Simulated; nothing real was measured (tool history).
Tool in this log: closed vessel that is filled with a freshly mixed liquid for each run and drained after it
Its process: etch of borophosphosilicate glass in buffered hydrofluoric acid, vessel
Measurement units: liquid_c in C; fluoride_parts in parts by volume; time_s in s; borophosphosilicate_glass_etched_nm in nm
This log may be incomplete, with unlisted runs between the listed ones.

run  hour  liquid_c  fluoride_parts  time_s  borophosphosilicate_glass_etched_nm
  1   0.0      21.0            14.5      95                               186.32
  2   6.9      24.0            14.5      95                               220.86
  3   9.4      22.0            14.5      95                               193.51
  4  12.8      21.0            14.5      95                               182.15
     14.5  -- thermometer replaced
  5  14.5      20.0            14.5      95                               194.78
  6  20.0      21.5            14.5      95                               208.57

Run 7 comes next. What will it give?
  7  28.9      20.5            15.0      95                                    ?

{"run 7": {"borophosphosilicate_glass_etched_nm": 191.02}}
